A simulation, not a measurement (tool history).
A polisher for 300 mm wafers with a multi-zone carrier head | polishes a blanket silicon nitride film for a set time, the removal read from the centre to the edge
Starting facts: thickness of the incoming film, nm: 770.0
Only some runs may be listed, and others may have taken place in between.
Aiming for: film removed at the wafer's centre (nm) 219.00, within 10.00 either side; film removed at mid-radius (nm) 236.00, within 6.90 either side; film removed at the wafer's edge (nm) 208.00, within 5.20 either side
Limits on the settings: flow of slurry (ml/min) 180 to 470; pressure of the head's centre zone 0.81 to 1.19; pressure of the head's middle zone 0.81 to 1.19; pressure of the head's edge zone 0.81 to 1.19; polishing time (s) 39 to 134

run  hour  flow of slurry (ml/min)  pressure of the head's centre zone  pressure of the head's middle zone  pressure of the head's edge zone  polishing time (s)  film removed at the wafer's centre (nm)  film removed at mid-radius (nm)  film removed at the wafer's edge (nm)
  1   0.0                      300                                1.00                                1.00                              1.00                  86                                   166.70                           175.99                                 174.51
  2   8.7                      310                                1.03                                1.04                              1.02                  88                                   172.17                           184.25                                 179.18
  3  16.0                      315                                1.06                                1.07                              1.02                  91                                   184.08                           196.52                                 185.62
  4  20.5                      315                                1.06                                1.03                              1.02                  91                                   184.43                           191.11                                 184.35
  5  28.0                      320                                1.08                                1.06                              1.03                  93                                   197.64                           199.73                                 191.05
  6  36.6                      320                                1.08                                1.06                              0.96                  93                                   191.91                           198.33                                 185.35
  7  40.3                      325                                1.09                                1.09                              0.98                  94                                   199.39                           206.02                                 188.86
  8  46.6                      325                                1.09                                1.09                              0.98                  94                                   195.68                           206.10                                 189.29
  9  52.8                      330                                1.10                                1.11                              1.00                  95                                   203.91                           211.88                                 191.63
 10  55.2                      335                                1.10                                1.12                              1.02                  96                                   205.82                           218.38                                 193.84
 11  61.3                      335                                1.10                                1.12                              1.03                  97                                   206.50                           216.51                                 198.07

Below are 4 possible settings for the next run. Only one of them brings all results inside the allowed miss of their targets. Which is it?
  A  67.4                      240                                1.10                                1.19                              0.98                 106                                        ?                                ?                                      ?
  B  67.4                      375                                1.10                                1.04                              1.02                 101                                        ?                                ?                                      ?
  C  67.4                      375                                1.09                                1.14                              1.00                 103                                        ?                                ?                                      ?
  D  67.4                      365                                1.04                                1.19                              0.93                  98                                        ?                                ?                                      ?

move  film removed at the wafer's centre (nm)  film removed at mid-radius (nm)  film removed at the wafer's edge (nm)
   A                                   225.00                           246.06                                 208.91
   B                                   221.18                           215.05                                 207.70
   C                                   223.65                           237.24                                 209.63
   D                                   202.67                           233.94                                 192.72
A: takes the biggest miss from the last run beyond its target
B: lands further from the targets than the last run did
C: in spec on every target
D: the worst result of the last run now meets its target, but another is out of spec
The right move is C.
